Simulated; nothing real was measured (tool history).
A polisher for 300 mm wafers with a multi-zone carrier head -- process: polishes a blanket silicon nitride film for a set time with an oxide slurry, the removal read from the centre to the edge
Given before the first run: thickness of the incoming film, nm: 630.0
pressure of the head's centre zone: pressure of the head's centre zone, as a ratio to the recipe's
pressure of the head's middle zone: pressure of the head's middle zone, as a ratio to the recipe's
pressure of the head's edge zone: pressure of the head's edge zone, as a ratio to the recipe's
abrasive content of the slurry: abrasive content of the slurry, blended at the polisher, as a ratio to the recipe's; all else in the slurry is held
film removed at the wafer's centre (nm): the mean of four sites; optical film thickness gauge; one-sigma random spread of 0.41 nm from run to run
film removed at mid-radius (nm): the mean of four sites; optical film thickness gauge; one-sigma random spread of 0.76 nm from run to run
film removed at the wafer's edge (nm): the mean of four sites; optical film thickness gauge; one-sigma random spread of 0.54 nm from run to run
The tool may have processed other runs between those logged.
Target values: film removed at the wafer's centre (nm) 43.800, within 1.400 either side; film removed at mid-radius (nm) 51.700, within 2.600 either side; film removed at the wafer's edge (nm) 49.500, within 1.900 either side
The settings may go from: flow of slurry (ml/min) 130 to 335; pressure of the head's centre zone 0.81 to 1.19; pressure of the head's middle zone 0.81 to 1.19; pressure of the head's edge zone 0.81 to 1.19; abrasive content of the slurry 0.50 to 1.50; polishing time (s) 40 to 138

| run | hour | flow of slurry (ml/min) | pressure of the head's centre zone | pressure of the head's middle zone | pressure of the head's edge zone | abrasive content of the slurry | polishing time (s) | film removed at the wafer's centre (nm) | film removed at mid-radius (nm) | film removed at the wafer's edge (nm) |
|---|---|---|---|---|---|---|---|---|---|---|
| 1 | 0.0 | 215 | 1.00 | 1.00 | 1.00 | 1.00 | 88 | 56.683 | 57.216 | 59.353 |
| 2 | 7.3 | 215 | 1.00 | 1.00 | 1.00 | 0.85 | 88 | 52.936 | 53.480 | 54.792 |
| 3 | 10.7 | 210 | 0.99 | 1.00 | 0.99 | 0.85 | 88 | 52.982 | 52.417 | 53.513 |
| 4 | 17.3 | 240 | 0.99 | 1.00 | 0.99 | 0.85 | 88 | 53.006 | 54.029 | 54.703 |
| 5 | 20.6 | 295 | 0.99 | 1.00 | 0.99 | 0.85 | 88 | 54.278 | 54.495 | 55.760 |
| 6 | 27.2 | 295 | 0.99 | 1.00 | 1.05 | 0.85 | 88 | 53.925 | 56.405 | 57.409 |
| 7 | 31.4 | 295 | 0.97 | 1.01 | 1.04 | 0.85 | 88 | 52.539 | 54.609 | 57.002 |
| 8 | 38.9 | 295 | 0.96 | 1.03 | 1.03 | 0.85 | 88 | 52.471 | 57.188 | 57.388 |
| 9 | 47.5 | 295 | 0.95 | 1.03 | 1.01 | 0.85 | 88 | 52.935 | 56.071 | 56.312 |
| 10 | 52.6 | 295 | 0.93 | 1.04 | 1.01 | 0.80 | 88 | 49.635 | 55.059 | 54.460 |
| 11 | 54.2 | 295 | 0.92 | 1.04 | 1.00 | 0.80 | 88 | 49.406 | 55.175 | 55.430 |
| 12 | 56.9 | 295 | 0.91 | 1.04 | 0.99 | 0.80 | 88 | 47.622 | 54.803 | 54.714 |
| 13 | 61.5 | 295 | 0.91 | 1.04 | 0.98 | 0.80 | 88 | 48.162 | 55.065 | 54.098 |
| 14 | 63.5 | 295 | 0.90 | 1.04 | 0.97 | 0.80 | 88 | 47.993 | 55.020 | 53.331 |
| 15 | 67.5 | 240 | 0.84 | 1.02 | 0.91 | 0.75 | 88 | 42.309 | 51.789 | 50.738 |

Exercise: of the 4 proposed moves below, exactly one satisfies all targets within the stated allowed misses. Which move is it?
| A | 71.5 | 165 | 0.88 | 0.92 | 1.01 | 0.95 | 84 | ? | ? | ? |
| B | 71.5 | 225 | 0.86 | 1.09 | 0.92 | 0.85 | 91 | ? | ? | ? |
| C | 71.5 | 260 | 0.94 | 1.04 | 0.91 | 0.60 | 97 | ? | ? | ? |
| D | 71.5 | 290 | 0.88 | 1.05 | 0.94 | 0.65 | 91 | ? | ? | ? |

| move | film removed at the wafer's centre (nm) | film removed at mid-radius (nm) | film removed at the wafer's edge (nm) |
|---|---|---|---|
| A | 44.656 | 47.679 | 52.871 |
| B | 47.742 | 59.759 | 54.346 |
| C | 47.920 | 52.569 | 49.368 |
| D | 44.419 | 52.446 | 49.341 |
A: meets the target for the result that was furthest off, but another lies outside its allowed miss
B: carries the result that was furthest off beyond its target, to the other side
C: carries the result that was furthest off beyond its target, to the other side
D: in spec on every target
D meets every target.
